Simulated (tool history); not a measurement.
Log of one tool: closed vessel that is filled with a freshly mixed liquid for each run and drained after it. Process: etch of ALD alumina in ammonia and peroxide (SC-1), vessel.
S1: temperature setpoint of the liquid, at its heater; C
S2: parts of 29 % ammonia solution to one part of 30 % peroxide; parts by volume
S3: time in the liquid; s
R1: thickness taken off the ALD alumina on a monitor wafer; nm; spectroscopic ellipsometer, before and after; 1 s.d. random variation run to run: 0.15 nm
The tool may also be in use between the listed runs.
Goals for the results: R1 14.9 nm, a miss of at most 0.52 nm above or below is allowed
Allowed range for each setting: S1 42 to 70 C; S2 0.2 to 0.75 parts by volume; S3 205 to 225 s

run 1 hour=0 | S1=58 S2=0.45 S3=205 | R1=11.316
run 2 hour=7.1 | S1=59.5 S2=0.45 S3=205 | R1=12.032
run 3 hour=11.4 | S1=60.5 S2=0.45 S3=205 | R1=12.859
run 4 hour=13 | S1=61 S2=0.45 S3=205 | R1=12.843
run 5 hour=17 | S1=62 S2=0.45 S3=205 | R1=14.09
run 6 hour=20 | S1=58.5 S2=0.45 S3=205 | R1=11.452
run 7 hour=25.3 | S1=58.5 S2=0.45 S3=205 | R1=11.35
run 8 hour=30 | S1=59.5 S2=0.45 S3=205 | R1=12.153
run 9 hour=30.9 | S1=60.5 S2=0.45 S3=205 | R1=13.153
run 10 hour=32.5 | S1=61 S2=0.45 S3=205 | R1=13.423
run 11 hour=34.6 | S1=61.5 S2=0.45 S3=205 | R1=13.449

Of the 4 settings listed for the next run, only one would bring every result within its allowed miss of target. Which one?
run A hour=36.7 | S1=59.5 S2=0.4 S3=225 | R1=?
run B hour=36.7 | S1=63 S2=0.3 S3=205 | R1=?
run C hour=36.7 | S1=62 S2=0.4 S3=225 | R1=?
run D hour=36.7 | S1=62 S2=0.4 S3=205 | R1=?

move=A R1=13.321
move=B R1=14.115
move=C R1=15.136
move=D R1=13.791
A: misses by more than the last run did
B: an improvement on the last run, though not all results are within tolerance
C: every result within its allowed miss
D: an improvement on the last run, though not all results are within tolerance
Correct choice: C, which meets every target

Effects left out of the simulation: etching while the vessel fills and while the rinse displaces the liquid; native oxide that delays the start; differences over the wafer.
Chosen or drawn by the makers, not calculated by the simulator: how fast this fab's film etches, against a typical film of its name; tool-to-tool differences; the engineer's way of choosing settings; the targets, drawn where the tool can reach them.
